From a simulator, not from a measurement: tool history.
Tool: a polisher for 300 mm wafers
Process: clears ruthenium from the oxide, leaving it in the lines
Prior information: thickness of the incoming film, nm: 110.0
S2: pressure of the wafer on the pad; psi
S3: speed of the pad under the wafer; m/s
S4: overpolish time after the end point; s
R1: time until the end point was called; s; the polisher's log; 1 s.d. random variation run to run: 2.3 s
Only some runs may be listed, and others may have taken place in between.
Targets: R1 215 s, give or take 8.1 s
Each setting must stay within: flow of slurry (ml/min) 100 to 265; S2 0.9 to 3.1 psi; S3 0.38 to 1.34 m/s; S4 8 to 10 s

{"run": 1, "day": 0.0, "flow of slurry (ml/min)": 170, "S2": 2, "S3": 0.86, "S4": 10, "R1": 125.07}
{"run": 2, "day": 0.171, "flow of slurry (ml/min)": 170, "S2": 1.9, "S3": 0.86, "S4": 10, "R1": 130.98}
{"run": 3, "day": 0.488, "flow of slurry (ml/min)": 170, "S2": 1.9, "S3": 0.86, "S4": 10, "R1": 133.82}
{"run": 4, "day": 0.842, "flow of slurry (ml/min)": 170, "S2": 1.8, "S3": 0.86, "S4": 10, "R1": 139.43}
{"run": 5, "day": 0.888, "flow of slurry (ml/min)": 145, "S2": 1.8, "S3": 0.86, "S4": 10, "R1": 142.77}
{"run": 6, "day": 1.212, "flow of slurry (ml/min)": 145, "S2": 1.8, "S3": 0.86, "S4": 8, "R1": 141.56}
{"run": 7, "day": 1.308, "flow of slurry (ml/min)": 145, "S2": 1.7, "S3": 0.86, "S4": 8, "R1": 152.16}
{"run": 8, "day": 1.596, "flow of slurry (ml/min)": 145, "S2": 1.6, "S3": 0.86, "S4": 8, "R1": 158.2}
{"run": 9, "day": 1.7, "flow of slurry (ml/min)": 145, "S2": 1.5, "S3": 0.86, "S4": 8, "R1": 171.64}
{"run": 10, "day": 2.067, "flow of slurry (ml/min)": 145, "S2": 1.3, "S3": 0.86, "S4": 8, "R1": 196.97}

Pick the move, out of 4, that brings all results within their allowed miss; only one does.
{"run": "A", "day": 2.433, "flow of slurry (ml/min)": 135, "S2": 1.5, "S3": 0.78, "S4": 8, "R1": "?"}
{"run": "B", "day": 2.433, "flow of slurry (ml/min)": 145, "S2": 1.1, "S3": 0.84, "S4": 9, "R1": "?"}
{"run": "C", "day": 2.433, "flow of slurry (ml/min)": 180, "S2": 1.1, "S3": 0.76, "S4": 8, "R1": "?"}
{"run": "D", "day": 2.433, "flow of slurry (ml/min)": 205, "S2": 1.4, "S3": 0.58, "S4": 8, "R1": "?"}

move=A R1=182.3
move=B R1=231.85
move=C R1=238.33
move=D R1=215.8
A: further off than the last run
B: pushes the last run's worst result past its target
C: pushes the last run's worst result past its target
D: in spec on every target
Go with D: it meets all targets.
